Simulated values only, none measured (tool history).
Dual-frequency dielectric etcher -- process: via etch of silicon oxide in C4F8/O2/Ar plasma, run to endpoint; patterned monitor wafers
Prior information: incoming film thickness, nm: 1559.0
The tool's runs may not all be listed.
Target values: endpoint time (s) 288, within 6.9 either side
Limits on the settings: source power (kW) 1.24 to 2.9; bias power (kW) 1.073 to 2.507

run,day,source power (kW),bias power (kW),endpoint time (s)
1,0,2.07,1.79,324.07
2,0.083,2.07,1.919,322.78
3,0.242,2.2,1.919,312.06
4,0.325,2.02,1.919,322.41
5,0.671,2.02,1.688,333.18
6,0.817,2.11,1.715,324.49
7,1.029,2.18,1.735,322.12
8,1.167,2.18,1.735,322.35
9,1.4,2.26,1.762,317.15
10,1.629,2.33,1.788,313.26
11,1.717,2.39,1.813,307.22
12,1.896,2.43,1.828,305.8
13,2.088,2.47,1.844,304.1
14,2.267,2.51,1.86,300.6

5 candidate next runs follow, results not yet known. Just one meets every target within its allowed miss. Identify it.
A,2.446,2.55,2.175,?
B,2.446,2.43,1.675,?
C,2.446,2.63,1.718,?
D,2.446,2.04,1.908,?
E,2.446,2.15,1.583,?

move,endpoint time (s)
A,288.91
B,314
C,303.45
D,322.86
E,332.25
A: each result inside its tolerance
B: further off than the last run
C: further off than the last run
D: further off than the last run
E: further off than the last run
So the answer is move A, the one that meets all the targets.

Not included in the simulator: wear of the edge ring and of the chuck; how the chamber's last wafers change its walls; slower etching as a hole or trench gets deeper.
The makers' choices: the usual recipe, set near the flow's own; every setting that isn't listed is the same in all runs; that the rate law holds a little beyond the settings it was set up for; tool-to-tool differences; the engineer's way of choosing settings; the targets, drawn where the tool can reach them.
